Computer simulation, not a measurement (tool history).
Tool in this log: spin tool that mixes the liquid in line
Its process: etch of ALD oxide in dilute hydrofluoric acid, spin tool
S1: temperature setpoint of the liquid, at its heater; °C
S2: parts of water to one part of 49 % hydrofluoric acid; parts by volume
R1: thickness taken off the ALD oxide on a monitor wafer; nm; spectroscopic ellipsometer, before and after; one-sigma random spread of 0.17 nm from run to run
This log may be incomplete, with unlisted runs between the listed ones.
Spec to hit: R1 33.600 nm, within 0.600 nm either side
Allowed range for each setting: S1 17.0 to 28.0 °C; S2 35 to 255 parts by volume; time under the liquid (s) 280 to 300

Run 1, day 0.000: S1 20.0 °C, S2 145 parts by volume, time under the liquid (s) 280. Result: R1 27.154 nm.
Run 2, day 0.267: S1 20.0 °C, S2 145 parts by volume, time under the liquid (s) 300. Result: R1 29.093 nm.
Run 3, day 0.442: S1 17.0 °C, S2 145 parts by volume, time under the liquid (s) 300. Result: R1 25.913 nm.
Run 4, day 0.558: S1 17.0 °C, S2 145 parts by volume, time under the liquid (s) 300. Result: R1 26.039 nm.
Run 5, day 0.796: S1 19.0 °C, S2 145 parts by volume, time under the liquid (s) 300. Result: R1 27.881 nm.
Run 6, day 0.842: S1 17.0 °C, S2 145 parts by volume, time under the liquid (s) 300. Result: R1 25.857 nm.
Run 7, day 1.071: S1 18.0 °C, S2 145 parts by volume, time under the liquid (s) 300. Result: R1 26.884 nm.
Run 8, day 1.438: S1 22.0 °C, S2 145 parts by volume, time under the liquid (s) 300. Result: R1 31.353 nm.
Run 9, day 1.796: S1 22.0 °C, S2 145 parts by volume, time under the liquid (s) 300. Result: R1 31.313 nm.
At day 1.833: thermometer replaced.
Run 10, day 1.833: S1 22.5 °C, S2 145 parts by volume, time under the liquid (s) 300. Result: R1 29.664 nm.
Run 11, day 1.938: S1 23.5 °C, S2 145 parts by volume, time under the liquid (s) 300. Result: R1 30.970 nm.

Which one of the following 4 next-run settings gets every result inside its allowed miss? There is exactly one.
Run A, day 2.042: S1 24.0 °C, S2 145 parts by volume, time under the liquid (s) 300. Result: R1 ?.
Run B, day 2.042: S1 18.0 °C, S2 115 parts by volume, time under the liquid (s) 300. Result: R1 ?.
Run C, day 2.042: S1 22.0 °C, S2 130 parts by volume, time under the liquid (s) 290. Result: R1 ?.
Run D, day 2.042: S1 24.0 °C, S2 130 parts by volume, time under the liquid (s) 280. Result: R1 ?.

move      R1
   A  31.575
   B  32.381
   C  32.034
   D  33.449
A: closes in on the targets versus the last run, not all within tolerance yet
B: closes in on the targets versus the last run, not all within tolerance yet
C: closes in on the targets versus the last run, not all within tolerance yet
D: every result within its allowed miss
Answer: D
